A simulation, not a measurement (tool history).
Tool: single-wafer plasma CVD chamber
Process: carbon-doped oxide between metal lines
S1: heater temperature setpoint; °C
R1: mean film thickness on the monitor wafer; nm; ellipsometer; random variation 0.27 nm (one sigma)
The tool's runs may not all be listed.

{"run": 1, "day": 0.0, "S1": 375, "chamber pressure (Torr)": 4.72, "RF power (kW)": 0.415, "deposition time (s)": 16, "R1": 63.759}
{"run": 2, "day": 0.104, "S1": 375, "chamber pressure (Torr)": 4.72, "RF power (kW)": 0.45, "deposition time (s)": 16, "R1": 68.668}
{"run": 3, "day": 0.304, "S1": 375, "chamber pressure (Torr)": 4.72, "RF power (kW)": 0.45, "deposition time (s)": 15.2, "R1": 65.043}
{"run": 4, "day": 0.538, "S1": 373, "chamber pressure (Torr)": 4.97, "RF power (kW)": 0.455, "deposition time (s)": 15.2, "R1": 66.535}
{"run": 5, "day": 0.675, "S1": 373, "chamber pressure (Torr)": 5.72, "RF power (kW)": 0.455, "deposition time (s)": 15.2, "R1": 68.11}
{"run": 6, "day": 1.029, "S1": 365, "chamber pressure (Torr)": 5.72, "RF power (kW)": 0.455, "deposition time (s)": 15.2, "R1": 69.294}
{"run": 7, "day": 1.075, "S1": 364, "chamber pressure (Torr)": 5.84, "RF power (kW)": 0.455, "deposition time (s)": 15.2, "R1": 70.243}
{"run": 8, "day": 1.3, "S1": 363, "chamber pressure (Torr)": 5.91, "RF power (kW)": 0.455, "deposition time (s)": 15.2, "R1": 69.945}
{"run": 9, "day": 1.396, "S1": 362, "chamber pressure (Torr)": 6.01, "RF power (kW)": 0.455, "deposition time (s)": 15.2, "R1": 70.755}
{"run": 10, "day": 1.462, "S1": 361, "chamber pressure (Torr)": 6.08, "RF power (kW)": 0.455, "deposition time (s)": 15.2, "R1": 70.875}
{"run": 11, "day": 1.688, "S1": 360, "chamber pressure (Torr)": 6.16, "RF power (kW)": 0.455, "deposition time (s)": 15.2, "R1": 70.746}
{"run": 12, "day": 1.892, "S1": 359, "chamber pressure (Torr)": 6.22, "RF power (kW)": 0.455, "deposition time (s)": 15.2, "R1": 71.559}
{"run": 13, "day": 1.938, "S1": 358, "chamber pressure (Torr)": 6.28, "RF power (kW)": 0.455, "deposition time (s)": 15.2, "R1": 72.324}
{"run": 14, "day": 2.179, "S1": 357, "chamber pressure (Torr)": 6.3, "RF power (kW)": 0.455, "deposition time (s)": 15.2, "R1": 71.959}
{"run": 15, "day": 2.429, "S1": 357, "chamber pressure (Torr)": 6.35, "RF power (kW)": 0.455, "deposition time (s)": 15.2, "R1": 72.459}
{"run": 16, "day": 2.642, "S1": 356, "chamber pressure (Torr)": 6.37, "RF power (kW)": 0.455, "deposition time (s)": 15.2, "R1": 71.729}
{"run": 17, "day": 2.917, "S1": 356, "chamber pressure (Torr)": 6.4, "RF power (kW)": 0.455, "deposition time (s)": 15.2, "R1": 72.533}
{"run": 18, "day": 3.146, "S1": 356, "chamber pressure (Torr)": 6.43, "RF power (kW)": 0.455, "deposition time (s)": 15.2, "R1": 72.143}
{"run": 19, "day": 3.183, "S1": 356, "chamber pressure (Torr)": 6.46, "RF power (kW)": 0.455, "deposition time (s)": 15.2, "R1": 71.887}
{"run": 20, "day": 3.208, "S1": 356, "chamber pressure (Torr)": 6.48, "RF power (kW)": 0.455, "deposition time (s)": 15.2, "R1": 72.046}
{"run": 21, "day": 3.55, "S1": 356, "chamber pressure (Torr)": 6.5, "RF power (kW)": 0.455, "deposition time (s)": 15.2, "R1": 72.466}

The next listed run, before its measurement:
{"run": 22, "day": 3.896, "S1": 356, "chamber pressure (Torr)": 6.52, "RF power (kW)": 0.455, "deposition time (s)": 15.2, "R1": "?"}

{"run 22": {"R1": 72.443}}

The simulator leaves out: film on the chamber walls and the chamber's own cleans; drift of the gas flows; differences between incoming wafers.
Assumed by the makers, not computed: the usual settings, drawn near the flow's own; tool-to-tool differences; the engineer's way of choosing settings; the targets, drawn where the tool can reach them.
